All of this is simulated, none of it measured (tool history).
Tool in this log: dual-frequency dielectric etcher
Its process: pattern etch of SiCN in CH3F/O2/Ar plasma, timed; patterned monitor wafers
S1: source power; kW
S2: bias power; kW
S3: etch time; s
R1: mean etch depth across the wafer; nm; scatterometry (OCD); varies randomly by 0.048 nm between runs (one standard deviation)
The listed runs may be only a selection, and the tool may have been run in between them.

run,hour,S1,S2,S3,R1
1,0.0,0.310,0.085,25.5,9.6533
2,3.5,0.310,0.085,25.5,9.6796
3,7.4,0.340,0.089,25.5,10.2100
4,10.2,0.360,0.091,25.5,10.6440
5,11.7,0.370,0.092,25.5,10.7390
6,20.1,0.380,0.093,25.5,10.8900

Run 7, settings as shown, results not yet in. Your forecast:
7,23.2,0.390,0.094,25.5,?

R1: 11.0760 nm
